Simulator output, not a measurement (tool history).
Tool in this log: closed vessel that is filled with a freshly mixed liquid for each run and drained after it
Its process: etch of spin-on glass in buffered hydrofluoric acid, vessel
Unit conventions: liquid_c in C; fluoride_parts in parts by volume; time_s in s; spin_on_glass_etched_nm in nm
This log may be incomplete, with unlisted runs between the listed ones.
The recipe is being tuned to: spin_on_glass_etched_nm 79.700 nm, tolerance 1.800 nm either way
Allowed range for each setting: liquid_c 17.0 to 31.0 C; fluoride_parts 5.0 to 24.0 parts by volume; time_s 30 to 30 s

{"run": 1, "hour": 0.0, "liquid_c": 23.0, "fluoride_parts": 14.5, "time_s": 30, "spin_on_glass_etched_nm": 34.645}
{"run": 2, "hour": 9.1, "liquid_c": 23.0, "fluoride_parts": 12.0, "time_s": 30, "spin_on_glass_etched_nm": 41.166}
{"run": 3, "hour": 10.3, "liquid_c": 24.5, "fluoride_parts": 12.0, "time_s": 30, "spin_on_glass_etched_nm": 45.359}
{"run": 4, "hour": 13.3, "liquid_c": 25.5, "fluoride_parts": 11.5, "time_s": 30, "spin_on_glass_etched_nm": 49.622}
{"run": 5, "hour": 18.0, "liquid_c": 26.5, "fluoride_parts": 11.0, "time_s": 30, "spin_on_glass_etched_nm": 54.541}
{"run": 6, "hour": 20.5, "liquid_c": 26.5, "fluoride_parts": 11.0, "time_s": 30, "spin_on_glass_etched_nm": 54.73}
{"run": 7, "hour": 25.6, "liquid_c": 27.0, "fluoride_parts": 11.0, "time_s": 30, "spin_on_glass_etched_nm": 55.482}
{"run": 8, "hour": 32.4, "liquid_c": 27.5, "fluoride_parts": 10.5, "time_s": 30, "spin_on_glass_etched_nm": 60.074}
{"run": 9, "hour": 34.7, "liquid_c": 28.0, "fluoride_parts": 10.5, "time_s": 30, "spin_on_glass_etched_nm": 61.672}

Which single option among these 4 for the next run brings every result within its allowed miss of target? Just one does.
{"run": "A", "hour": 37.0, "liquid_c": 29.5, "fluoride_parts": 8.0, "time_s": 30, "spin_on_glass_etched_nm": "?"}
{"run": "B", "hour": 37.0, "liquid_c": 29.5, "fluoride_parts": 8.5, "time_s": 30, "spin_on_glass_etched_nm": "?"}
{"run": "C", "hour": 37.0, "liquid_c": 30.5, "fluoride_parts": 8.5, "time_s": 30, "spin_on_glass_etched_nm": "?"}
{"run": "D", "hour": 37.0, "liquid_c": 29.0, "fluoride_parts": 7.5, "time_s": 30, "spin_on_glass_etched_nm": "?"}

move=A spin_on_glass_etched_nm=86.191
move=B spin_on_glass_etched_nm=80.716
move=C spin_on_glass_etched_nm=85.058
move=D spin_on_glass_etched_nm=90.014
A: takes the biggest miss from the last run beyond its target
B: hits every target within its allowed miss
C: takes the biggest miss from the last run beyond its target
D: takes the biggest miss from the last run beyond its target
The move that meets every target is B.
